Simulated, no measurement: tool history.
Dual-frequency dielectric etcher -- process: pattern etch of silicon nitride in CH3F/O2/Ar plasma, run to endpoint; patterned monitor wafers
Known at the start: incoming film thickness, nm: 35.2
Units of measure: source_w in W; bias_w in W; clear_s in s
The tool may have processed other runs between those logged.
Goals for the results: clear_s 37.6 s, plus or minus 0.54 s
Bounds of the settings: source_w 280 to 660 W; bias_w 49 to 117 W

run  hour  source_w  bias_w  clear_s
  1     0       470      83   43.612
  2   6.2       470      75   45.143
  3  13.6       510      75   43.649
  4  18.8       510      60   48.127
  5  20.3       510      69       45
  6  21.3       560      71   42.956
  7  25.3       560      71   42.889
  8  29.7       590      74   41.156

Pick the move, out of 5, that brings all results within their allowed miss; only one does.
  A  34.1       530      66        ?
  B  34.1       640      85        ?
  C  34.1       550      71        ?
  D  34.1       570      73        ?
  E  34.1       610      66        ?

move  clear_s
   A   45.046
   B   37.473
   C   43.025
   D   41.887
   E   42.361
A: misses by more than the last run did
B: in spec on every target
C: misses by more than the last run did
D: misses by more than the last run did
E: misses by more than the last run did
Answer: B

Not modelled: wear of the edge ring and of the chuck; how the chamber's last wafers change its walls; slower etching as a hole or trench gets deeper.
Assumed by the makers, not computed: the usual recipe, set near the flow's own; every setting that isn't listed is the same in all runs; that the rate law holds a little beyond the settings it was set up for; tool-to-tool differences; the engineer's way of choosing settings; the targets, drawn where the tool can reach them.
